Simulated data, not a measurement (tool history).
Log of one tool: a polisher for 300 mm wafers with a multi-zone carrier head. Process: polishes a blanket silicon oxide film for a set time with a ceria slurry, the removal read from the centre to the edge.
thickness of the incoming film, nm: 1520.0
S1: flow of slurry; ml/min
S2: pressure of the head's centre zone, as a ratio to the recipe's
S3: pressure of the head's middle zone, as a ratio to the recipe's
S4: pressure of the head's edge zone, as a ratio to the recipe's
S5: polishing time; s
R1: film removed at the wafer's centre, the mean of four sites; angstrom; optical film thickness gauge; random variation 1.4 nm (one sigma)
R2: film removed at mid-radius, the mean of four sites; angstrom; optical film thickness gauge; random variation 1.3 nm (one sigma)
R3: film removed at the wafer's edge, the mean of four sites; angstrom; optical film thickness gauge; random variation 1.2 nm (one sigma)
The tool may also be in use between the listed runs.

Run 1, hour 0: S1 225 ml/min, S2 1, S3 1, S4 1, S5 35 s. Result: R1 1731 angstrom, R2 1746.4 angstrom, R3 1742.3 angstrom.
Run 2, hour 3.1: S1 225 ml/min, S2 1, S3 1, S4 0.93, S5 35 s. Result: R1 1704.6 angstrom, R2 1730.8 angstrom, R3 1694.6 angstrom.
Run 3, hour 9.5: S1 215 ml/min, S2 0.98, S3 0.99, S4 0.91, S5 35 s. Result: R1 1681.1 angstrom, R2 1726.2 angstrom, R3 1700.6 angstrom.
Run 4, hour 16.8: S1 215 ml/min, S2 0.98, S3 0.99, S4 0.91, S5 43 s. Result: R1 2022.3 angstrom, R2 2119.5 angstrom, R3 2041.7 angstrom.
Run 5, hour 20.9: S1 210 ml/min, S2 0.96, S3 0.98, S4 0.9, S5 41 s. Result: R1 1930.9 angstrom, R2 1998.6 angstrom, R3 1940.2 angstrom.
Run 6, hour 21.6: S1 180 ml/min, S2 0.96, S3 0.98, S4 0.9, S5 41 s. Result: R1 1866.3 angstrom, R2 1940 angstrom, R3 1928.1 angstrom.
Run 7, hour 30.6: S1 185 ml/min, S2 0.94, S3 0.97, S4 0.89, S5 39 s. Result: R1 1726.5 angstrom, R2 1843.6 angstrom, R3 1835.5 angstrom.
Run 8, hour 37.1: S1 190 ml/min, S2 0.93, S3 0.96, S4 0.88, S5 38 s. Result: R1 1685.7 angstrom, R2 1776.1 angstrom, R3 1735.8 angstrom.
Run 9, hour 40.3: S1 180 ml/min, S2 0.91, S3 0.94, S4 0.88, S5 38 s. Result: R1 1646.8 angstrom, R2 1758.2 angstrom, R3 1755.1 angstrom.
At hour 42.3: worn pad replaced by a new one.
Run 10, hour 42.3: S1 180 ml/min, S2 0.9, S3 0.92, S4 0.87, S5 37 s. Result: R1 1772.4 angstrom, R2 1832.4 angstrom, R3 1881.6 angstrom.

Run 11 comes next. What will it give?
Run 11, hour 43.7: S1 170 ml/min, S2 0.91, S3 0.93, S4 0.88, S5 36 s. Result: R1 ?, R2 ?, R3 ?.

{"run 11": {"R1": 1703.4, "R2": 1780.6, "R3": 1823.3}}
